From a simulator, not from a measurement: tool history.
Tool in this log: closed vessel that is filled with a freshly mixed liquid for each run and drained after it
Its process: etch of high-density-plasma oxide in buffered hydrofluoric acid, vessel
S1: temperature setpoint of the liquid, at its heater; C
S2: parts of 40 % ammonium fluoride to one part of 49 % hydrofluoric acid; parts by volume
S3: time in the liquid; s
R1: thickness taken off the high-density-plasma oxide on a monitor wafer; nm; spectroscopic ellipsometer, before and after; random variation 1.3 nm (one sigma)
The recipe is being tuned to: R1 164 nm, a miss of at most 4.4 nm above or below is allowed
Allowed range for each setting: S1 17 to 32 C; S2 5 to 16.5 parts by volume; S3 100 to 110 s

run	hour	S1	S2	S3	R1
1	0	24	10	100	128.72
2	7	25.5	10	100	141.35
3	13.9	26	10	100	143.64
4	15.8	26.5	10	100	146
5	20.1	27	10	100	151.05
6	25.5	27	13	100	117.33
7	29.2	28.5	12.5	100	129.57
8	32.5	32	11	100	180.62

Which of these 4 next moves meets every target?
A	35.8	32	11	105	?
B	35.8	29.5	11	105	?
C	35.8	32	10.5	110	?
D	35.8	31.5	10.5	105	?

move	R1
A	185.32
B	162.64
C	203.13
D	188.93
A: the biggest miss grows against the last run
B: in spec on every target
C: the biggest miss grows against the last run
D: the biggest miss grows against the last run
Answer: B
